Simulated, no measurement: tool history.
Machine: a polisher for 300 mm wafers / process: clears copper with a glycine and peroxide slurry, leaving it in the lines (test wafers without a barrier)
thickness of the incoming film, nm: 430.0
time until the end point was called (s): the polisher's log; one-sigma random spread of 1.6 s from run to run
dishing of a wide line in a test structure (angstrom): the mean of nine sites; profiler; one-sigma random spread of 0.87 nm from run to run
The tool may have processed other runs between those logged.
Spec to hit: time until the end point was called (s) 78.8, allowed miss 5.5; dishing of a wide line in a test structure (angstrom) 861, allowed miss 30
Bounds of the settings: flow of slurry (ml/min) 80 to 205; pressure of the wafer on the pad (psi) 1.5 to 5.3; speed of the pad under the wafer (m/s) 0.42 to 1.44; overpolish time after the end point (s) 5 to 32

| run | day | flow of slurry (ml/min) | pressure of the wafer on the pad (psi) | speed of the pad under the wafer (m/s) | overpolish time after the end point (s) | time until the end point was called (s) | dishing of a wide line in a test structure (angstrom) |
|---|---|---|---|---|---|---|---|
| 1 | 0 | 135 | 3.4 | 0.92 | 16 | 65.375 | 640.46 |
| 2 | 0.071 | 135 | 4.2 | 0.92 | 16 | 57.485 | 749.73 |
| 3 | 0.108 | 130 | 4 | 0.88 | 18 | 60.737 | 780.49 |
| 4 | 0.392 | 125 | 3.8 | 0.84 | 20 | 70.014 | 778.99 |
| 5 | 0.717 | 125 | 3.5 | 0.84 | 20 | 73.619 | 718.88 |
| 6 | 0.983 | 125 | 3.5 | 0.82 | 21 | 73.272 | 749.18 |
| 7 | 1.162 | 120 | 3.5 | 0.8 | 22 | 73.356 | 761.52 |
| 8 | 1.342 | 130 | 3.1 | 0.8 | 26 | 79.525 | 799.44 |

Of the 5 settings listed for the next run, only one would bring every result within its allowed miss of target. Which one?
| A | 1.521 | 115 | 3.1 | 0.7 | 29 | ? | ? |
| B | 1.521 | 140 | 3.4 | 0.74 | 28 | ? | ? |
| C | 1.521 | 120 | 2.9 | 0.74 | 30 | ? | ? |
| D | 1.521 | 115 | 2.8 | 0.78 | 29 | ? | ? |
| E | 1.521 | 135 | 3.3 | 0.78 | 24 | ? | ? |

| move | time until the end point was called (s) | dishing of a wide line in a test structure (angstrom) |
|---|---|---|
| A | 93.905 | 789.67 |
| B | 80.561 | 864.55 |
| C | 94.107 | 803.32 |
| D | 93.765 | 782.01 |
| E | 79.731 | 774.27 |
A: lands further from the targets than the last run did
B: hits every target within its allowed miss
C: lands further from the targets than the last run did
D: lands further from the targets than the last run did
E: lands further from the targets than the last run did
Correct choice: B, which meets every target
